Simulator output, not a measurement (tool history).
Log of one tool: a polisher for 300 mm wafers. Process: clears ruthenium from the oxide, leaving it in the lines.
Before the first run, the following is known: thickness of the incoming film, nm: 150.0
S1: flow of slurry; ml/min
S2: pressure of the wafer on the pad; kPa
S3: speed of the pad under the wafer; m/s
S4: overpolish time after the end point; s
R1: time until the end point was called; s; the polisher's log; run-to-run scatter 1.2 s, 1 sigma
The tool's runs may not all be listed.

{"run": 1, "hour": 0.0, "S1": 195, "S2": 17.9, "S3": 1.08, "S4": 46, "R1": 95.895}
{"run": 2, "hour": 2.4, "S1": 195, "S2": 17.9, "S3": 1.24, "S4": 46, "R1": 86.821}
{"run": 3, "hour": 4.2, "S1": 195, "S2": 15.9, "S3": 1.24, "S4": 46, "R1": 96.652}
{"run": 4, "hour": 8.6, "S1": 160, "S2": 15.9, "S3": 1.24, "S4": 46, "R1": 99.821}
{"run": 5, "hour": 12.3, "S1": 130, "S2": 15.9, "S3": 1.24, "S4": 46, "R1": 105.27}
{"run": 6, "hour": 16.1, "S1": 130, "S2": 15.9, "S3": 1.44, "S4": 46, "R1": 91.77}
{"run": 7, "hour": 24.6, "S1": 130, "S2": 15.2, "S3": 1.44, "S4": 46, "R1": 96.986}

The next listed run, before its measurement:
{"hour": 31.1, "done": "slurry nozzle cleaned"}
{"run": 8, "hour": 31.1, "S1": 130, "S2": 14.5, "S3": 1.44, "S4": 46, "R1": "?"}

Run 8 produced R1 94.497 s.
